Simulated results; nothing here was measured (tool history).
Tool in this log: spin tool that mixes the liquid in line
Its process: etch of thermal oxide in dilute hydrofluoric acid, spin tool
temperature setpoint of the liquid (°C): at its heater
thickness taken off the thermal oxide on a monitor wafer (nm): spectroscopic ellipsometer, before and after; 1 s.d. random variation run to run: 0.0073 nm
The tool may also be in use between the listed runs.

| run | hour | temperature setpoint of the liquid (°C) | parts of water to one part of 49 % hydrofluoric acid (parts by volume) | time under the liquid (s) | thickness taken off the thermal oxide on a monitor wafer (nm) |
|---|---|---|---|---|---|
| 1 | 0.0 | 23.0 | 215 | 60 | 1.04650 |
| 2 | 1.9 | 24.5 | 215 | 60 | 1.10320 |
| 3 | 9.9 | 22.5 | 215 | 60 | 1.01330 |
| 4 | 15.1 | 22.0 | 215 | 60 | 0.99385 |
| 5 | 17.4 | 22.0 | 190 | 60 | 1.16360 |
| 6 | 21.1 | 21.5 | 195 | 60 | 1.11170 |
| 7 | 28.5 | 21.0 | 200 | 60 | 1.04500 |

Run 8 is up next; what results do you expect?
| 8 | 29.7 | 20.5 | 205 | 60 | ? |

Run 8 yielded thickness taken off the thermal oxide on a monitor wafer (nm) 0.99920.
